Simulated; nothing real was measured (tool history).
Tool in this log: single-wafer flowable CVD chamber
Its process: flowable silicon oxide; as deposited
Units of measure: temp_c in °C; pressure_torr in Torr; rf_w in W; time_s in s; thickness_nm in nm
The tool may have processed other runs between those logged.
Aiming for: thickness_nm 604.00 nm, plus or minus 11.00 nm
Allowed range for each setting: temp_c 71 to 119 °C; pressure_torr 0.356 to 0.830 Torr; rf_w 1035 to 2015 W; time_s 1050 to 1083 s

{"run": 1, "hour": 0.0, "temp_c": 95, "pressure_torr": 0.593, "rf_w": 1525, "time_s": 1050, "thickness_nm": 500.36}
{"run": 2, "hour": 2.6, "temp_c": 99, "pressure_torr": 0.593, "rf_w": 1525, "time_s": 1050, "thickness_nm": 444.68}
{"run": 3, "hour": 11.5, "temp_c": 97, "pressure_torr": 0.593, "rf_w": 1525, "time_s": 1050, "thickness_nm": 469.16}
{"run": 4, "hour": 19.4, "temp_c": 97, "pressure_torr": 0.533, "rf_w": 1525, "time_s": 1050, "thickness_nm": 425.83}
{"run": 5, "hour": 22.0, "temp_c": 91, "pressure_torr": 0.533, "rf_w": 1525, "time_s": 1050, "thickness_nm": 506.29}
{"run": 6, "hour": 24.0, "temp_c": 91, "pressure_torr": 0.533, "rf_w": 1740, "time_s": 1050, "thickness_nm": 530.31}
{"run": 7, "hour": 25.3, "temp_c": 90, "pressure_torr": 0.533, "rf_w": 1740, "time_s": 1050, "thickness_nm": 548.14}
{"run": 8, "hour": 32.7, "temp_c": 89, "pressure_torr": 0.533, "rf_w": 1740, "time_s": 1050, "thickness_nm": 564.02}
{"run": 9, "hour": 40.6, "temp_c": 88, "pressure_torr": 0.533, "rf_w": 1740, "time_s": 1050, "thickness_nm": 582.95}

Pick the move, out of 4, that brings all results within their allowed miss; only one does.
{"run": "A", "hour": 48.5, "temp_c": 90, "pressure_torr": 0.543, "rf_w": 1755, "time_s": 1083, "thickness_nm": "?"}
{"run": "B", "hour": 48.5, "temp_c": 90, "pressure_torr": 0.582, "rf_w": 1800, "time_s": 1050, "thickness_nm": "?"}
{"run": "C", "hour": 48.5, "temp_c": 91, "pressure_torr": 0.538, "rf_w": 1865, "time_s": 1055, "thickness_nm": "?"}
{"run": "D", "hour": 48.5, "temp_c": 84, "pressure_torr": 0.437, "rf_w": 2000, "time_s": 1068, "thickness_nm": "?"}

move=A thickness_nm=582.80
move=B thickness_nm=608.32
move=C thickness_nm=556.23
move=D thickness_nm=572.07
A: about the same distance from the targets as the last run
B: each result inside its tolerance
C: further off than the last run
D: further off than the last run
Correct choice: B, which meets every target
